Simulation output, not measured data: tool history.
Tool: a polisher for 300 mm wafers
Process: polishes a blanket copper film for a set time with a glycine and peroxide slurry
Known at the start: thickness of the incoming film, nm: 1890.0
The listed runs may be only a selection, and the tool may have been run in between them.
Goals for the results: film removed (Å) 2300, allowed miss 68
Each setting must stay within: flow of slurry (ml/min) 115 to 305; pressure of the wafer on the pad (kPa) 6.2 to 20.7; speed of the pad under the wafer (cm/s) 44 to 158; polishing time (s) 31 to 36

| run | day | flow of slurry (ml/min) | pressure of the wafer on the pad (kPa) | speed of the pad under the wafer (cm/s) | polishing time (s) | film removed (Å) |
|---|---|---|---|---|---|---|
| 1 | 0 | 195 | 13.1 | 100 | 36 | 1274.7 |
| 2 | 0.338 | 195 | 13.1 | 82 | 36 | 1094.8 |
| 3 | 0.688 | 205 | 15.2 | 90 | 36 | 1318 |
| 4 | 0.746 | 205 | 15.2 | 110 | 36 | 1553.7 |
| 5 | 0.8 | 210 | 16.5 | 112 | 36 | 1688.4 |
| 6 | 1.121 | 210 | 16.5 | 112 | 36 | 1669.7 |
| 7 | 1.304 | 215 | 17.9 | 116 | 36 | 1899.4 |
| 8 | 1.529 | 215 | 17.9 | 116 | 36 | 1861.5 |
| 9 | 1.617 | 240 | 20.7 | 122 | 36 | 2217 |

Pick the move, out of 4, that brings all results within their allowed miss; only one does.
| A | 1.704 | 255 | 20.7 | 134 | 31 | ? |
| B | 1.704 | 250 | 20.7 | 132 | 35 | ? |
| C | 1.704 | 235 | 20.7 | 140 | 35 | ? |
| D | 1.704 | 255 | 20.7 | 118 | 36 | ? |

| move | film removed (Å) |
|---|---|
| A | 2073.7 |
| B | 2305.7 |
| C | 2409.7 |
| D | 2157.6 |
A: further off than the last run
B: each result inside its tolerance
C: carries the result that was furthest off beyond its target, to the other side
D: further off than the last run
The move that meets every target is B.

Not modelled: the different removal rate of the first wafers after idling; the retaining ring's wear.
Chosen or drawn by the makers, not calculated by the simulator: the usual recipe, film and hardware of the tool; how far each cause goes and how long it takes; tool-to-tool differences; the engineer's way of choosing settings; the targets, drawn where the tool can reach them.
